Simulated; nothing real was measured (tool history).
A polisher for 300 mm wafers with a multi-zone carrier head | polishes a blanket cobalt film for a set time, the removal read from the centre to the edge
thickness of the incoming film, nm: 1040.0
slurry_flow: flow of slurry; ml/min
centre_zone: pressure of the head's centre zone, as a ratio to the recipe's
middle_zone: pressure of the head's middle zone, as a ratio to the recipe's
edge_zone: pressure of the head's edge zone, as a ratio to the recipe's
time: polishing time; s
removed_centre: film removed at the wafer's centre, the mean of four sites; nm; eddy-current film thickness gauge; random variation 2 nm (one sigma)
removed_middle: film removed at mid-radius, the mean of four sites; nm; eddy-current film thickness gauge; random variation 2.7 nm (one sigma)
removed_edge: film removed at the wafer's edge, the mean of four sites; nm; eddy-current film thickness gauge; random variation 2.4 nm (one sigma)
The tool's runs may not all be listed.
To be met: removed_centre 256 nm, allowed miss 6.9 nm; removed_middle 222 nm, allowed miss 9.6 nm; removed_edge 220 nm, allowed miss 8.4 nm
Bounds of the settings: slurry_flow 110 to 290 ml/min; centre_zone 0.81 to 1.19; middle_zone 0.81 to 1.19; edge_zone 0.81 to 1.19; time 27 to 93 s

run 1 hour=0 | slurry_flow=185 centre_zone=1 middle_zone=1 edge_zone=1 time=59 | removed_centre=163.41 removed_middle=157.66 removed_edge=163.44
run 2 hour=9 | slurry_flow=185 centre_zone=1 middle_zone=0.94 edge_zone=1 time=59 | removed_centre=163.33 removed_middle=150.29 removed_edge=164.92
run 3 hour=17 | slurry_flow=185 centre_zone=0.93 middle_zone=0.94 edge_zone=1 time=59 | removed_centre=153.08 removed_middle=152.76 removed_edge=164.3
run 4 hour=23.3 | slurry_flow=185 centre_zone=0.93 middle_zone=0.94 edge_zone=0.93 time=59 | removed_centre=153.31 removed_middle=150.82 removed_edge=154.31
run 5 hour=24.1 | slurry_flow=185 centre_zone=0.93 middle_zone=0.94 edge_zone=0.93 time=46 | removed_centre=119.47 removed_middle=119.75 removed_edge=124.11
run 6 hour=32.3 | slurry_flow=195 centre_zone=0.96 middle_zone=0.96 edge_zone=0.95 time=49 | removed_centre=131.72 removed_middle=131.01 removed_edge=135.67
run 7 hour=34.2 | slurry_flow=200 centre_zone=0.99 middle_zone=0.97 edge_zone=0.95 time=52 | removed_centre=146.72 removed_middle=137.28 removed_edge=142.15
-- hour=39.4 slurry nozzle cleaned
run 8 hour=39.4 | slurry_flow=210 centre_zone=1.01 middle_zone=0.99 edge_zone=0.97 time=54 | removed_centre=169.7 removed_middle=160.41 removed_edge=161.77
run 9 hour=40.9 | slurry_flow=210 centre_zone=1.01 middle_zone=0.99 edge_zone=0.97 time=54 | removed_centre=169.65 removed_middle=163.4 removed_edge=157.39
run 10 hour=48.3 | slurry_flow=220 centre_zone=1.02 middle_zone=0.98 edge_zone=0.99 time=54 | removed_centre=170.78 removed_middle=161.73 removed_edge=161.38

Which of these 5 next moves meets every target?
run A hour=55.7 | slurry_flow=200 centre_zone=1.03 middle_zone=0.88 edge_zone=1.14 time=81 | removed_centre=? removed_middle=? removed_edge=?
run B hour=55.7 | slurry_flow=245 centre_zone=1.18 middle_zone=0.95 edge_zone=1 time=69 | removed_centre=? removed_middle=? removed_edge=?
run C hour=55.7 | slurry_flow=255 centre_zone=1.17 middle_zone=0.92 edge_zone=0.89 time=85 | removed_centre=? removed_middle=? removed_edge=?
run D hour=55.7 | slurry_flow=155 centre_zone=1.02 middle_zone=0.86 edge_zone=1.04 time=76 | removed_centre=? removed_middle=? removed_edge=?
run E hour=55.7 | slurry_flow=250 centre_zone=1.07 middle_zone=0.96 edge_zone=0.97 time=74 | removed_centre=? removed_middle=? removed_edge=?

move=A removed_centre=257.83 removed_middle=219.5 removed_edge=254.39
move=B removed_centre=259.66 removed_middle=204.62 removed_edge=206.96
move=C removed_centre=318.74 removed_middle=246.62 removed_edge=242.35
move=D removed_centre=228.35 removed_middle=193.67 removed_edge=220.94
move=E removed_centre=253.04 removed_middle=222.06 removed_edge=219.11
A: brings the result that was furthest off to its target, and leaves another outside
B: brings the result that was furthest off to its target, and leaves another outside
C: takes the result that was furthest off past its target
D: nearer than the last run, and not there yet
E: meets every target
The right move is E.
